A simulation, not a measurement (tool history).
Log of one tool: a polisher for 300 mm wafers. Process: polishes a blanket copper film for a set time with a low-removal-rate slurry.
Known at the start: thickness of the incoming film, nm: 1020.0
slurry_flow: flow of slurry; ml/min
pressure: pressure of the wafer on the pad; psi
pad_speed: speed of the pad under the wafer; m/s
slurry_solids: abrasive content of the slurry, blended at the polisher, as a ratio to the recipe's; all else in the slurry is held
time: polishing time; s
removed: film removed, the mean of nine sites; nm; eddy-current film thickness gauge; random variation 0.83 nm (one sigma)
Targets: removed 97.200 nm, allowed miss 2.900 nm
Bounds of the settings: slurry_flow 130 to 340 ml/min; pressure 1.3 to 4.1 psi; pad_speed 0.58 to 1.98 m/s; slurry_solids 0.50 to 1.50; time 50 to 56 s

run	day	slurry_flow	pressure	pad_speed	slurry_solids	time	removed
1	0.000	220	2.7	1.28	1.00	56	187.780
2	0.175	240	2.7	1.28	1.00	56	190.780
3	0.475	235	2.4	1.24	1.00	56	162.040
4	0.754	230	2.2	1.22	1.00	56	147.260
5	1.029	225	2.0	1.20	1.00	56	132.140
6	1.379	220	1.9	1.20	1.00	56	125.790
7	1.646	215	1.8	1.20	1.00	56	120.720
8	1.850	205	1.3	1.16	1.00	56	83.319
9	1.992	220	1.3	1.16	1.00	56	86.299
10	2.225	225	1.3	1.16	1.00	56	86.726
11	2.546	230	1.3	1.16	1.00	56	86.458
12	2.662	230	1.4	1.16	1.00	56	91.355

Which of these 5 next moves meets every target?
A	2.779	245	1.5	1.02	1.05	53	?
B	2.779	220	1.6	1.14	1.00	53	?
C	2.779	250	1.6	0.94	1.05	51	?
D	2.779	210	1.3	1.18	1.10	56	?
E	2.779	215	2.2	0.60	1.00	56	?

move	removed
A	86.081
B	97.371
C	82.791
D	88.939
E	85.963
A: further off than the last run
B: meets every target
C: further off than the last run
D: further off than the last run
E: further off than the last run
Move B is the one to make.
